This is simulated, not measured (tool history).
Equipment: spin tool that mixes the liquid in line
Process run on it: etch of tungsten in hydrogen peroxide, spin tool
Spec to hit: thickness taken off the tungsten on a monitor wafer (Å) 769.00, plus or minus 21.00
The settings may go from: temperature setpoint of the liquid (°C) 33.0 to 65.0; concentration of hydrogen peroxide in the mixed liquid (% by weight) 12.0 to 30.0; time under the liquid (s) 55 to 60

| run | hour | temperature setpoint of the liquid (°C) | concentration of hydrogen peroxide in the mixed liquid (% by weight) | time under the liquid (s) | thickness taken off the tungsten on a monitor wafer (Å) |
|---|---|---|---|---|---|
| 1 | 0.0 | 49.0 | 21.5 | 55 | 1595.00 |
| 2 | 8.8 | 49.0 | 21.5 | 60 | 1739.30 |
| 3 | 15.2 | 49.0 | 21.5 | 55 | 1581.90 |
| 4 | 23.0 | 45.5 | 21.5 | 55 | 1284.90 |
| 5 | 29.3 | 49.0 | 21.5 | 55 | 1593.10 |
| 6 | 35.7 | 45.5 | 21.5 | 55 | 1292.60 |
| 7 | 37.9 | 45.5 | 21.5 | 55 | 1294.20 |
| 8 | 45.4 | 43.0 | 21.5 | 55 | 1104.70 |
| 9 | 51.3 | 41.0 | 21.5 | 55 | 958.57 |
| 10 | 60.2 | 40.0 | 21.5 | 55 | 888.71 |

Exercise: of the 4 proposed moves below, exactly one satisfies all targets within the stated allowed misses. Which move is it?
| A | 69.1 | 38.0 | 23.5 | 55 | ? |
| B | 69.1 | 38.0 | 22.0 | 55 | ? |
| C | 69.1 | 37.0 | 23.5 | 55 | ? |
| D | 69.1 | 39.0 | 20.0 | 55 | ? |

| move | thickness taken off the tungsten on a monitor wafer (Å) |
|---|---|
| A | 828.29 |
| B | 801.42 |
| C | 775.28 |
| D | 816.02 |
A: closes in on the targets versus the last run, not all within tolerance yet
B: closes in on the targets versus the last run, not all within tolerance yet
C: each result inside its tolerance
D: closes in on the targets versus the last run, not all within tolerance yet
Move C is the one to make.
